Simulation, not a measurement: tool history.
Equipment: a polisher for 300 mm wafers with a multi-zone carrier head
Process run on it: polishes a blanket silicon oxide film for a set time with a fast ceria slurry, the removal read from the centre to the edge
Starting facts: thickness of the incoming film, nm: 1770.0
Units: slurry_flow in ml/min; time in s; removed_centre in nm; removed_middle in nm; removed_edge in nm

| run | hour | slurry_flow | centre_zone | middle_zone | edge_zone | time | removed_centre | removed_middle | removed_edge |
|---|---|---|---|---|---|---|---|---|---|
| 1 | 0 | 195 | 1 | 1 | 1 | 34 | 415.72 | 426.39 | 411.4 |
| 2 | 3.8 | 190 | 0.98 | 1 | 0.99 | 33 | 401.46 | 409.7 | 398.39 |
| 3 | 12.2 | 190 | 0.96 | 1.01 | 0.99 | 31 | 363.24 | 382.95 | 378.91 |
| 4 | 15.1 | 190 | 0.95 | 1.02 | 0.98 | 30 | 341.63 | 374.68 | 365.53 |
| 5 | 17.4 | 190 | 0.9 | 1.02 | 0.98 | 30 | 327.35 | 373.84 | 364.51 |
| 6 | 20.8 | 190 | 0.9 | 1.02 | 0.96 | 29 | 316.09 | 368.79 | 343.5 |
| 7 | 24.6 | 185 | 0.89 | 1.01 | 0.95 | 29 | 307.79 | 350.33 | 354.63 |
| 8 | 26.2 | 185 | 0.89 | 1.01 | 0.95 | 29 | 308.82 | 359.4 | 339.16 |
| 9 | 34.6 | 180 | 0.88 | 1 | 0.94 | 29 | 305.67 | 364.77 | 346.51 |

Forecast run 10:
| 10 | 42.6 | 180 | 0.88 | 1 | 0.94 | 28 | ? | ? | ? |

Run 10 yielded removed_centre 300.29 nm, removed_middle 340.26 nm, removed_edge 332.59 nm.
